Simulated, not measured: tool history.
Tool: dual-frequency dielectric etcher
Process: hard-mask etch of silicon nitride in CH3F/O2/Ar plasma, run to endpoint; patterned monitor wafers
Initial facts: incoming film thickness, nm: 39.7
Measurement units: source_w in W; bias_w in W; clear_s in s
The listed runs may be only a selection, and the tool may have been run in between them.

run	hour	source_w	bias_w	clear_s
1	0.0	460	99	44.758
2	5.1	530	99	42.199
3	12.1	530	109	40.870
4	16.6	530	92	43.552
5	19.3	530	77	46.354
6	22.5	450	77	49.711

Run 7 is up next; what results do you expect?
7	30.4	420	76	?

{"run 7": {"clear_s": 50.757}}
